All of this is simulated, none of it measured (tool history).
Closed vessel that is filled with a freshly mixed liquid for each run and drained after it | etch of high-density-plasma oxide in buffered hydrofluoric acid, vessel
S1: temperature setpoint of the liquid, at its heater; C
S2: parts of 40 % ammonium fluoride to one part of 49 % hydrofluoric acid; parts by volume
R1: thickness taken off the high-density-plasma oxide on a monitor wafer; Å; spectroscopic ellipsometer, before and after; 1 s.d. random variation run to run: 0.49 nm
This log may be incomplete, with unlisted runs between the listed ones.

Run 1, hour 0: S1 22 C, S2 10.5 parts by volume, time in the liquid (s) 100. Result: R1 1107.6 Å.
Run 2, hour 1.2: S1 21 C, S2 10.5 parts by volume, time in the liquid (s) 100. Result: R1 1043.8 Å.
Run 3, hour 4.1: S1 20.5 C, S2 10.5 parts by volume, time in the liquid (s) 100. Result: R1 1012.7 Å.
Run 4, hour 9.1: S1 20.5 C, S2 10.5 parts by volume, time in the liquid (s) 105. Result: R1 1067.1 Å.
Run 5, hour 18.2: S1 22.5 C, S2 10.5 parts by volume, time in the liquid (s) 105. Result: R1 1181.8 Å.
Run 6, hour 22.1: S1 25 C, S2 10.5 parts by volume, time in the liquid (s) 105. Result: R1 1367.5 Å.
Run 7, hour 24.1: S1 25 C, S2 10.5 parts by volume, time in the liquid (s) 105. Result: R1 1355.6 Å.

Run 8 has not been measured yet. What should we expect?
Run 8, hour 31.9: S1 25 C, S2 10.5 parts by volume, time in the liquid (s) 105. Result: R1 ?.

Run 8 came out at R1 1365.9 Å.
